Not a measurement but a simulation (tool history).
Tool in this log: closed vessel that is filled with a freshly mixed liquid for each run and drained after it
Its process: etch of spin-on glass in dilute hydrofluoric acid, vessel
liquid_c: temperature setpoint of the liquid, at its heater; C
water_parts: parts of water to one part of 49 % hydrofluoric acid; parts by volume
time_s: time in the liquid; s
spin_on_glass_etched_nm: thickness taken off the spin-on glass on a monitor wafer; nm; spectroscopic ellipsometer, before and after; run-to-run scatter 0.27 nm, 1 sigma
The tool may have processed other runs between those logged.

run 1 hour=0 | liquid_c=22 water_parts=60 time_s=95 | spin_on_glass_etched_nm=61.859
run 2 hour=0.8 | liquid_c=22 water_parts=70 time_s=95 | spin_on_glass_etched_nm=52.212
run 3 hour=5.9 | liquid_c=18.5 water_parts=70 time_s=95 | spin_on_glass_etched_nm=45.044
run 4 hour=9 | liquid_c=21.5 water_parts=70 time_s=95 | spin_on_glass_etched_nm=50.758
run 5 hour=13.6 | liquid_c=21.5 water_parts=70 time_s=105 | spin_on_glass_etched_nm=56.808
run 6 hour=15.5 | liquid_c=21.5 water_parts=70 time_s=95 | spin_on_glass_etched_nm=50.876

Forecast run 7:
run 7 hour=19.2 | liquid_c=25.5 water_parts=65 time_s=95 | spin_on_glass_etched_nm=?

Run 7 produced spin_on_glass_etched_nm 65.095 nm.
